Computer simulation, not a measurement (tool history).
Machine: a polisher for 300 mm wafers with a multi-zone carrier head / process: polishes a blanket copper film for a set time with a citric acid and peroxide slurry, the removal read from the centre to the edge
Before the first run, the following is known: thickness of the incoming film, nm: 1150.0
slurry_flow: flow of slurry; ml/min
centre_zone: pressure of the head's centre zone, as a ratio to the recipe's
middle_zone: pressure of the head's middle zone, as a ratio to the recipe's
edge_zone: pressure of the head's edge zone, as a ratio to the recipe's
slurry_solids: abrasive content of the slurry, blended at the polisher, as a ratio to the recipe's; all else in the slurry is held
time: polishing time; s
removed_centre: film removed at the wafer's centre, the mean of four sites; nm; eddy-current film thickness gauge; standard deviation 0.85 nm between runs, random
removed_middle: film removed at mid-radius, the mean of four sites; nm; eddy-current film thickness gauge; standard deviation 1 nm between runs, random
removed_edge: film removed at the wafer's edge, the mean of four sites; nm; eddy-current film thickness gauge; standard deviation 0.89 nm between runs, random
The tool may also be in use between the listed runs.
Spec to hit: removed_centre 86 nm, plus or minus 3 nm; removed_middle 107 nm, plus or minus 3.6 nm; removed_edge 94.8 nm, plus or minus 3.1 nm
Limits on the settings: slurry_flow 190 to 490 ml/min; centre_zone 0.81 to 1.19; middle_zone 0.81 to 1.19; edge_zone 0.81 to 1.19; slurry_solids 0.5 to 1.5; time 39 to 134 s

run	hour	slurry_flow	centre_zone	middle_zone	edge_zone	slurry_solids	time	removed_centre	removed_middle	removed_edge
1	0	315	1	1	1	1	86	146.28	149.57	148.67
2	7.9	315	1	0.97	1	1	86	144.46	144.59	148.02
3	15.5	375	1	0.97	1	1	86	147.83	147.64	150.72
4	22.4	375	1	0.97	1	0.9	86	145.81	141.36	146.08
5	28.4	365	0.96	0.99	0.98	0.85	82	128.8	133.11	135.65
6	30	435	0.96	0.99	0.98	0.85	82	132.42	136.19	134.25
7	36.8	465	0.86	1.05	0.88	0.6	59	77.385	92.328	82.36
8	39.6	465	0.87	1.07	0.91	0.6	59	77.442	93.042	82.95
9	47.4	460	0.88	1.08	0.93	0.65	59	79.349	98.666	88.482
10	53.3	460	0.89	1.09	0.94	0.65	59	81.588	97.548	87.885
11	58.9	460	0.89	1.1	0.95	0.65	59	81.665	98.903	87.95
12	61.5	460	0.89	1.11	0.96	0.65	59	79.803	100.23	87.518
13	63.7	460	0.9	1.11	0.97	0.65	59	81.258	99.903	89.344
14	69.2	460	0.91	1.12	0.98	0.65	59	82.746	99.51	89.249
15	74.5	460	0.91	1.13	0.99	0.65	59	84.148	100.52	88.894
16	78.4	460	0.91	1.13	1	0.65	59	81.017	101.5	91.712

Next run, 5 choices. One meets every target within its allowed miss, the rest don't. Which?
A	82.3	490	0.92	1.16	1.06	0.75	58	?	?	?
B	82.3	400	0.86	1.19	0.86	0.65	60	?	?	?
C	82.3	420	0.95	0.93	0.97	0.5	71	?	?	?
D	82.3	445	0.95	1.08	1.07	0.7	57	?	?	?
E	82.3	475	0.95	1.07	1.13	0.6	58	?	?	?

move	removed_centre	removed_middle	removed_edge
A	87.349	106.26	95.622
B	79.648	105.69	85.235
C	93.696	92.817	96.299
D	85.935	95.741	91.919
E	83.08	91.833	91.061
A: all results land within tolerance of their targets
B: its largest miss is bigger than the last run's
C: pushes the last run's worst result past its target
D: the furthest-off result lands on target, but another misses its tolerance
E: the furthest-off result lands on target, but another misses its tolerance
So the answer is move A, the one that meets all the targets.
